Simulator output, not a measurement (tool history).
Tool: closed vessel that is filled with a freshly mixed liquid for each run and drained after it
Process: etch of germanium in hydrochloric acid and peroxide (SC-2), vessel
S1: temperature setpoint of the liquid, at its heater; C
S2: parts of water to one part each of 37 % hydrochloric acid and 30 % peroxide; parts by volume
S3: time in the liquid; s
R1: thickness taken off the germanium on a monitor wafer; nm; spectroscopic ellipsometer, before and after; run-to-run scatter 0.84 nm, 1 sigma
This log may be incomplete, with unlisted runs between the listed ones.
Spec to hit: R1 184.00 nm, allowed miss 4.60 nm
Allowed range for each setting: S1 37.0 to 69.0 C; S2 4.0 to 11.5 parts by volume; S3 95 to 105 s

run 1 hour=0.0 | S1=53.0 S2=6.5 S3=95 | R1=234.07
run 2 hour=1.8 | S1=53.0 S2=6.5 S3=95 | R1=232.51
run 3 hour=7.2 | S1=53.0 S2=6.5 S3=95 | R1=233.35
run 4 hour=9.2 | S1=60.0 S2=6.5 S3=95 | R1=288.63
run 5 hour=14.3 | S1=57.5 S2=6.5 S3=95 | R1=268.03
run 6 hour=17.0 | S1=61.0 S2=6.5 S3=95 | R1=300.40
run 7 hour=19.6 | S1=58.0 S2=6.5 S3=95 | R1=271.20
-- hour=25.7 chemicals flow meter replaced
run 8 hour=25.7 | S1=50.0 S2=7.0 S3=95 | R1=209.96
run 9 hour=31.6 | S1=49.0 S2=7.0 S3=95 | R1=204.69
run 10 hour=37.5 | S1=48.5 S2=7.0 S3=95 | R1=200.41
run 11 hour=40.4 | S1=48.0 S2=7.0 S3=95 | R1=197.39
run 12 hour=49.2 | S1=47.5 S2=7.0 S3=95 | R1=194.76
run 13 hour=52.3 | S1=47.0 S2=7.0 S3=95 | R1=190.50

Below are 5 possible settings for the next run. Only one of them brings all results inside the allowed miss of their targets. Which is it?
run A hour=55.4 | S1=44.0 S2=6.0 S3=100 | R1=?
run B hour=55.4 | S1=45.0 S2=9.0 S3=105 | R1=?
run C hour=55.4 | S1=43.0 S2=8.0 S3=100 | R1=?
run D hour=55.4 | S1=44.5 S2=6.5 S3=105 | R1=?
run E hour=55.4 | S1=45.5 S2=7.5 S3=100 | R1=?

move=A R1=182.69
move=B R1=194.00
move=C R1=174.34
move=D R1=194.45
move=E R1=190.07
A: all results land within tolerance of their targets
B: lands further from the targets than the last run did
C: carries the result that was furthest off beyond its target, to the other side
D: lands further from the targets than the last run did
E: closes in on the targets versus the last run, not all within tolerance yet
A is the move that brings every result within its allowed miss.
